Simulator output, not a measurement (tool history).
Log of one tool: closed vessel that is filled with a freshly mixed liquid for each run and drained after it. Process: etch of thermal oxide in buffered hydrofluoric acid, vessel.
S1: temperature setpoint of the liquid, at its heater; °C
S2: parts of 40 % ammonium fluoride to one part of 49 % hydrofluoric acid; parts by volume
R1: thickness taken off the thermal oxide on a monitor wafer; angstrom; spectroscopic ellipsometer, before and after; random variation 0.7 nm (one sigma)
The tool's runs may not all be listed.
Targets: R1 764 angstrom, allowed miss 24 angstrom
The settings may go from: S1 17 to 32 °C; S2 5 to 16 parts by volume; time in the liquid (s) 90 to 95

run 1 hour=0 | S1=24 S2=9.5 time_in_the_liquid_(s)=90 | R1=1052.5
run 2 hour=7.4 | S1=23 S2=9.5 time_in_the_liquid_(s)=90 | R1=1019.4
run 3 hour=11.6 | S1=23 S2=9.5 time_in_the_liquid_(s)=95 | R1=1064
run 4 hour=14.3 | S1=23 S2=9.5 time_in_the_liquid_(s)=95 | R1=1069.7
run 5 hour=18.4 | S1=23 S2=9.5 time_in_the_liquid_(s)=95 | R1=1071.4
run 6 hour=26.9 | S1=23 S2=8.5 time_in_the_liquid_(s)=95 | R1=1176.2
run 7 hour=30.6 | S1=22 S2=9 time_in_the_liquid_(s)=95 | R1=1050
run 8 hour=37.9 | S1=21 S2=9 time_in_the_liquid_(s)=95 | R1=987.8
run 9 hour=44.5 | S1=20 S2=9 time_in_the_liquid_(s)=95 | R1=941.91
run 10 hour=45.3 | S1=19.5 S2=9 time_in_the_liquid_(s)=95 | R1=903.63
run 11 hour=52 | S1=19 S2=9 time_in_the_liquid_(s)=95 | R1=879.12
run 12 hour=57.9 | S1=18.5 S2=9 time_in_the_liquid_(s)=95 | R1=854.27
run 13 hour=61 | S1=18 S2=9 time_in_the_liquid_(s)=95 | R1=840.61

Which of these 4 next moves meets every target?
run A hour=64.1 | S1=18.5 S2=8 time_in_the_liquid_(s)=95 | R1=?
run B hour=64.1 | S1=18.5 S2=10.5 time_in_the_liquid_(s)=95 | R1=?
run C hour=64.1 | S1=17.5 S2=10 time_in_the_liquid_(s)=90 | R1=?
run D hour=64.1 | S1=18.5 S2=7.5 time_in_the_liquid_(s)=90 | R1=?

move=A R1=966.93
move=B R1=759.27
move=C R1=712.7
move=D R1=982.32
A: further off than the last run
B: meets every target
C: takes the result that was furthest off past its target
D: further off than the last run
Move B is the one to make.
